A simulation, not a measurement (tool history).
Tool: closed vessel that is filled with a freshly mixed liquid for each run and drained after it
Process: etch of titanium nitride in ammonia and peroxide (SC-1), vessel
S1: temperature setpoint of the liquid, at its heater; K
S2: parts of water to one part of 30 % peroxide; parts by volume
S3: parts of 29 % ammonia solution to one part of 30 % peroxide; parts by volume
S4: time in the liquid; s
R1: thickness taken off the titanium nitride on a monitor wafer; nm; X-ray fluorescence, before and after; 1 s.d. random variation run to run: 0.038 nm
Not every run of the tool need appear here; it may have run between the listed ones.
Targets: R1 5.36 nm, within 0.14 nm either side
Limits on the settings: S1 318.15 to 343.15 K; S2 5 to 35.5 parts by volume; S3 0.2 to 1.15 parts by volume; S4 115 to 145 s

run 1 hour=0 | S1=334.15 S2=19.5 S3=0.65 S4=145 | R1=13.559
run 2 hour=1.6 | S1=331.65 S2=19.5 S3=0.65 S4=145 | R1=11.63
run 3 hour=2.7 | S1=329.15 S2=19.5 S3=0.65 S4=145 | R1=9.7123
run 4 hour=7.6 | S1=327.65 S2=19.5 S3=0.65 S4=145 | R1=8.6696
run 5 hour=16.7 | S1=326.15 S2=19.5 S3=0.65 S4=145 | R1=7.811
run 6 hour=22.7 | S1=326.15 S2=19.5 S3=0.65 S4=145 | R1=7.7999
run 7 hour=27.1 | S1=325.15 S2=19.5 S3=0.65 S4=145 | R1=7.3163
run 8 hour=30.7 | S1=324.15 S2=19.5 S3=0.65 S4=145 | R1=6.9721
run 9 hour=35.8 | S1=324.15 S2=19.5 S3=0.65 S4=145 | R1=6.8269
run 10 hour=39 | S1=323.65 S2=19.5 S3=0.65 S4=145 | R1=6.7061
run 11 hour=43.9 | S1=323.15 S2=19.5 S3=0.65 S4=145 | R1=6.3912
run 12 hour=46.7 | S1=323.15 S2=19.5 S3=0.65 S4=145 | R1=6.4708
run 13 hour=48.9 | S1=322.65 S2=19.5 S3=0.65 S4=145 | R1=6.1908
run 14 hour=54.9 | S1=322.15 S2=19.5 S3=0.65 S4=145 | R1=5.9474
run 15 hour=63.2 | S1=321.65 S2=19.5 S3=0.65 S4=145 | R1=5.7982
run 16 hour=66.5 | S1=321.15 S2=19.5 S3=0.65 S4=145 | R1=5.6349
run 17 hour=69.8 | S1=320.15 S2=19.5 S3=0.65 S4=145 | R1=5.1489

Pick the move, out of 4, that brings all results within their allowed miss; only one does.
run A hour=73.1 | S1=322.15 S2=22.5 S3=0.75 S4=145 | R1=?
run B hour=73.1 | S1=322.65 S2=22 S3=0.55 S4=145 | R1=?
run C hour=73.1 | S1=323.65 S2=21 S3=0.7 S4=120 | R1=?
run D hour=73.1 | S1=323.65 S2=21.5 S3=0.4 S4=125 | R1=?

move=A R1=5.6894
move=B R1=5.6358
move=C R1=5.3648
move=D R1=4.9704
A: takes the result that was furthest off past its target
B: takes the result that was furthest off past its target
C: all results land within tolerance of their targets
D: moves away from the targets compared with the last run
C meets every target.
